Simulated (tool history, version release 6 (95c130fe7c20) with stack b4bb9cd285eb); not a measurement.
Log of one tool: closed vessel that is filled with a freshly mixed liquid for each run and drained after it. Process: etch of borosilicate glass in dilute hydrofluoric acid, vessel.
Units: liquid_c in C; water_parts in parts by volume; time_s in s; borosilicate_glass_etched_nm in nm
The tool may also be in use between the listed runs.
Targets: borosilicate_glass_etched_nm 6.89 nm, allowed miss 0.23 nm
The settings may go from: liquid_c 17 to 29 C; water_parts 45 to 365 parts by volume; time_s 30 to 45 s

run	hour	liquid_c	water_parts	time_s	borosilicate_glass_etched_nm
1	0	21	205	45	3.3567
2	2	22	190	45	3.8011
3	8.3	23	180	45	4.2338
4	17.1	23	225	45	3.2138
5	19.8	24	210	45	3.703
6	22.3	25	200	45	4.082
7	31.2	25.5	190	45	4.4124
8	39.7	26	180	45	4.7252
9	44.3	26.5	170	45	5.1425
10	51.9	29	130	45	7.7547
11	55.1	28.5	130	45	7.5581
12	59	28	130	45	7.5922
13	60.6	27.5	130	45	7.338

4 next moves are on the table. One of them brings every result within its allowed miss. Which?
A	62.2	27	120	45	?
B	62.2	29	145	45	?
C	62.2	29	135	45	?
D	62.2	25	110	45	?

move	borosilicate_glass_etched_nm
A	7.8309
B	6.7608
C	7.3566
D	8.0106
A: further off than the last run
B: meets every target
C: as far off as the last run
D: further off than the last run
The right move is B.

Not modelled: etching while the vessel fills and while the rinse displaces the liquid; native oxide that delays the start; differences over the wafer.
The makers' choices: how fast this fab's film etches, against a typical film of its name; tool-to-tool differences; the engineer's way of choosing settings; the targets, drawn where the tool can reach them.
